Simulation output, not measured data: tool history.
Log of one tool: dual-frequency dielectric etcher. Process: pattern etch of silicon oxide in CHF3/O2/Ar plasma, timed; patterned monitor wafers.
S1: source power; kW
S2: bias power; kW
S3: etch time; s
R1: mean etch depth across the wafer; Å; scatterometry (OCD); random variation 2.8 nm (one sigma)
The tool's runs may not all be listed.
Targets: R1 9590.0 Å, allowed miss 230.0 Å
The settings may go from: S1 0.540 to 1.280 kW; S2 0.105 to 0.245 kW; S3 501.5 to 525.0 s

| run | hour | S1 | S2 | S3 | R1 |
|---|---|---|---|---|---|
| 1 | 0.0 | 0.910 | 0.175 | 501.5 | 11646.0 |
| 2 | 2.3 | 0.850 | 0.169 | 501.5 | 11135.0 |
| 3 | 5.0 | 0.850 | 0.169 | 501.5 | 11202.0 |
| 4 | 14.1 | 0.800 | 0.165 | 501.5 | 10721.0 |
| 5 | 17.6 | 0.770 | 0.164 | 501.5 | 10443.0 |
| 6 | 26.7 | 0.770 | 0.177 | 501.5 | 10730.0 |
| 7 | 35.9 | 0.590 | 0.159 | 501.5 | 8743.2 |
| 8 | 39.4 | 0.610 | 0.159 | 501.5 | 8943.0 |

5 next moves are on the table. One of them brings every result within its allowed miss. Which?
| A | 42.9 | 0.700 | 0.125 | 525.0 | ? |
| B | 42.9 | 0.700 | 0.131 | 501.5 | ? |
| C | 42.9 | 0.680 | 0.168 | 525.0 | ? |
| D | 42.9 | 0.660 | 0.167 | 525.0 | ? |
| E | 42.9 | 0.790 | 0.150 | 501.5 | ? |

| move | R1 |
|---|---|
| A | 9516.2 |
| B | 9213.8 |
| C | 10208.0 |
| D | 9999.0 |
| E | 10312.0 |
A: meets every target
B: nearer than the last run, and not there yet
C: takes the result that was furthest off past its target
D: takes the result that was furthest off past its target
E: takes the result that was furthest off past its target
Move A is the one to make.

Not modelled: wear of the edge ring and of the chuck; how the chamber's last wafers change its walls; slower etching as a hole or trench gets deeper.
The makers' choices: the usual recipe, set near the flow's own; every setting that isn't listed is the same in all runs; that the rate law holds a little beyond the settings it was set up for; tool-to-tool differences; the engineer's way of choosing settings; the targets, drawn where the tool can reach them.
